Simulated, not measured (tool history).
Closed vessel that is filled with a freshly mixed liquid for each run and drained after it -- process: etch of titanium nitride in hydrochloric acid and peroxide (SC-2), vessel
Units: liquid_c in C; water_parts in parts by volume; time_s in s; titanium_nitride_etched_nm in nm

run  hour  liquid_c  water_parts  time_s  titanium_nitride_etched_nm
  1     0        55          9.5     135                       9.266
  2   6.1      61.5          9.5     135                      13.823
  3   7.3        61          9.5     135                      13.543
  4  12.6        61            8     135                       15.64
  5  18.8      60.5            8     135                      14.989
  6  22.5      60.5            7     135                      16.686
  7  24.2      59.5            7     135                      15.732
  8  27.8      59.5            7     135                      15.677
  9  31.2        59            7     135                      15.142
 10  34.8      58.5            7     135                      14.653
 11  38.4        58            7     135                      14.207
 12  43.3      57.5            7     135                      13.846

Predict the results of run 13:
 13  45.8        57            7     135                           ?

For run 13 the tool returned titanium_nitride_etched_nm 13.387 nm.

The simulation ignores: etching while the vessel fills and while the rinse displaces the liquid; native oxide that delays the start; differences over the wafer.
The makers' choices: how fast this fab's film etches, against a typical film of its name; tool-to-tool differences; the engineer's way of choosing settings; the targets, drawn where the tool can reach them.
